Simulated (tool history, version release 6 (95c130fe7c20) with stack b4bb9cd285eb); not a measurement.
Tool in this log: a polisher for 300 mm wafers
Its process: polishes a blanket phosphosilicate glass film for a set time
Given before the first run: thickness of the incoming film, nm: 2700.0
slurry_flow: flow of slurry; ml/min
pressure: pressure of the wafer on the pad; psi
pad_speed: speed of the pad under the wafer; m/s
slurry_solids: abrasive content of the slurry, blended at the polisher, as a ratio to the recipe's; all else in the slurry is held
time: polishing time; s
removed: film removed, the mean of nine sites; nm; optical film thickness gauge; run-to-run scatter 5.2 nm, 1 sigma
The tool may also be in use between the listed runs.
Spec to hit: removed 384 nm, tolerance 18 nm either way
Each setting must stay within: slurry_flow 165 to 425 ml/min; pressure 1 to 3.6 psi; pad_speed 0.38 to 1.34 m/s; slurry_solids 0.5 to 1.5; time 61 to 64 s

run	hour	slurry_flow	pressure	pad_speed	slurry_solids	time	removed
1	0	275	2.3	0.86	1	61	294.08
2	5.8	275	2.4	0.86	1	61	306.37
3	7.1	275	2.5	0.86	1	61	314.16
4	14.8	240	2.5	0.86	1	61	310.66
5	15.7	240	2.6	0.86	1	61	322.62
6	17.5	240	2.6	0.86	0.9	61	306.45
7	26.3	240	2.6	0.86	0.9	61	307.44
8	31.5	240	2.7	0.86	0.9	61	314.51
9	37.1	240	2.8	0.86	0.9	61	325.48
10	45.9	240	2.9	0.86	0.9	61	338.19
11	54.5	240	3.1	0.86	0.9	61	350.03

4 candidate next runs follow, results not yet known. Just one meets every target within its allowed miss. Identify it.
A	63.1	165	2.9	0.76	1.25	61	?
B	63.1	240	3.2	0.86	0.9	63	?
C	63.1	190	3	0.94	0.8	61	?
D	63.1	265	2.8	0.72	1	61	?

move	removed
A	345.54
B	382.02
C	332.78
D	305.74
A: lands further from the targets than the last run did
B: hits every target within its allowed miss
C: lands further from the targets than the last run did
D: lands further from the targets than the last run did
The right move is B.

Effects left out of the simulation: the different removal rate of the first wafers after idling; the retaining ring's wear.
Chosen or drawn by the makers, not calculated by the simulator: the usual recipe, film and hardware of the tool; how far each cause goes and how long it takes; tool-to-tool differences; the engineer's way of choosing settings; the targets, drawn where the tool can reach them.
